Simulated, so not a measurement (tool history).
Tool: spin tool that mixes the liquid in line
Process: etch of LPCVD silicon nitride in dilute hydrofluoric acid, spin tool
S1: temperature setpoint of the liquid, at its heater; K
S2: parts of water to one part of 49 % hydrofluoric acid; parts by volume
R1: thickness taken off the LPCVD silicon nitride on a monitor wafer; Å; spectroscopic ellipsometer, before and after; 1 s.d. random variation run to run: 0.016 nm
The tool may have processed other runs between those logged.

{"run": 1, "hour": 0.0, "S1": 299.15, "S2": 45, "time under the liquid (s)": 85, "R1": 9.6672}
{"run": 2, "hour": 2.4, "S1": 301.15, "S2": 45, "time under the liquid (s)": 85, "R1": 11.181}
{"run": 3, "hour": 10.7, "S1": 301.15, "S2": 60, "time under the liquid (s)": 85, "R1": 8.2618}
{"run": 4, "hour": 18.1, "S1": 302.65, "S2": 55, "time under the liquid (s)": 85, "R1": 9.9315}
{"run": 5, "hour": 18.9, "S1": 302.65, "S2": 55, "time under the liquid (s)": 85, "R1": 9.9681}
{"hour": 22.4, "done": "hydrofluoric acid flow meter replaced"}
{"run": 6, "hour": 22.4, "S1": 302.65, "S2": 70, "time under the liquid (s)": 85, "R1": 8.8913}

What will run 7 give?
{"run": 7, "hour": 30.5, "S1": 303.65, "S2": 65, "time under the liquid (s)": 85, "R1": "?"}

{"run 7": {"R1": 10.061}}
